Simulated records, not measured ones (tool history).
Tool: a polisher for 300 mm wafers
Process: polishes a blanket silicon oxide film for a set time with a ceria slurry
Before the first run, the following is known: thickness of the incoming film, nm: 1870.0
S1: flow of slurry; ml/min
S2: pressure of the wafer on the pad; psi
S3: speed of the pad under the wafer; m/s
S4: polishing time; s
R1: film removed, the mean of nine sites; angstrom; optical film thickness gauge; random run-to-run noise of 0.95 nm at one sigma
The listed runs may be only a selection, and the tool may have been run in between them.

run    day   S1   S2    S3  S4       R1
  1  0.000  190  3.3  0.92  35  1556.00
  2  0.250  190  3.3  0.82  35  1351.80
  3  0.621  190  3.0  0.82  35  1267.90
  4  0.758  190  2.8  0.80  35  1145.10
  5  1.108  190  2.6  0.80  35  1056.00
  6  1.254  190  2.4  0.80  35   983.58
  7  1.571  190  2.3  0.80  35   945.11
  8  1.683  190  2.2  0.80  35   915.58
  9  1.846  190  2.1  0.80  35   849.87
 10  1.942  190  2.1  0.80  35   863.83

For run 11, what comes out?
 11  2.096  190  2.0  0.80  35   ?

{"run 11": {"R1": 831.31}}
